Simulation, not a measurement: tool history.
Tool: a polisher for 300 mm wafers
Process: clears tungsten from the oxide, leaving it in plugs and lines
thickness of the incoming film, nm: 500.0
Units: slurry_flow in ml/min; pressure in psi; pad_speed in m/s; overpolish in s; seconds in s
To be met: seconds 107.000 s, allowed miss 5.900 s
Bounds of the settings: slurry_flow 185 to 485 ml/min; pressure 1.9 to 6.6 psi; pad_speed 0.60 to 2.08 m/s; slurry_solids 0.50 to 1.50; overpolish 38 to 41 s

run 1 hour=0.0 | slurry_flow=310 pressure=4.2 pad_speed=1.34 slurry_solids=1.00 overpolish=38 | seconds=67.211
run 2 hour=1.4 | slurry_flow=310 pressure=4.0 pad_speed=1.34 slurry_solids=1.00 overpolish=38 | seconds=71.184
run 3 hour=9.4 | slurry_flow=365 pressure=4.0 pad_speed=1.34 slurry_solids=1.00 overpolish=38 | seconds=69.246
run 4 hour=17.2 | slurry_flow=310 pressure=4.0 pad_speed=1.34 slurry_solids=1.00 overpolish=38 | seconds=71.194
run 5 hour=24.4 | slurry_flow=310 pressure=3.8 pad_speed=1.34 slurry_solids=1.00 overpolish=38 | seconds=74.028
run 6 hour=32.5 | slurry_flow=310 pressure=3.7 pad_speed=1.34 slurry_solids=1.00 overpolish=38 | seconds=73.568
run 7 hour=35.5 | slurry_flow=310 pressure=3.5 pad_speed=1.32 slurry_solids=1.00 overpolish=38 | seconds=79.493
run 8 hour=40.5 | slurry_flow=310 pressure=3.4 pad_speed=1.32 slurry_solids=1.00 overpolish=38 | seconds=83.063
run 9 hour=43.5 | slurry_flow=310 pressure=3.3 pad_speed=1.32 slurry_solids=1.00 overpolish=38 | seconds=83.051
run 10 hour=46.4 | slurry_flow=310 pressure=2.1 pad_speed=1.28 slurry_solids=1.00 overpolish=38 | seconds=128.460
run 11 hour=48.5 | slurry_flow=310 pressure=2.2 pad_speed=1.28 slurry_solids=1.00 overpolish=38 | seconds=127.320
run 12 hour=55.6 | slurry_flow=310 pressure=2.2 pad_speed=1.28 slurry_solids=1.00 overpolish=38 | seconds=130.980
run 13 hour=59.0 | slurry_flow=310 pressure=2.3 pad_speed=1.28 slurry_solids=1.00 overpolish=38 | seconds=122.120
run 14 hour=63.8 | slurry_flow=310 pressure=2.5 pad_speed=1.28 slurry_solids=1.00 overpolish=38 | seconds=115.080

Which of these 5 next moves meets every target?
run A hour=68.6 | slurry_flow=370 pressure=2.4 pad_speed=1.24 slurry_solids=1.00 overpolish=39 | seconds=?
run B hour=68.6 | slurry_flow=305 pressure=2.8 pad_speed=1.20 slurry_solids=1.00 overpolish=41 | seconds=?
run C hour=68.6 | slurry_flow=255 pressure=2.4 pad_speed=1.20 slurry_solids=1.00 overpolish=38 | seconds=?
run D hour=68.6 | slurry_flow=365 pressure=2.2 pad_speed=1.26 slurry_solids=1.25 overpolish=41 | seconds=?
run E hour=68.6 | slurry_flow=355 pressure=2.5 pad_speed=1.14 slurry_solids=0.90 overpolish=38 | seconds=?

move=A seconds=119.830
move=B seconds=107.800
move=C seconds=126.790
move=D seconds=123.050
move=E seconds=126.210
A: further off than the last run
B: meets every target
C: further off than the last run
D: further off than the last run
E: further off than the last run
The right move is B.
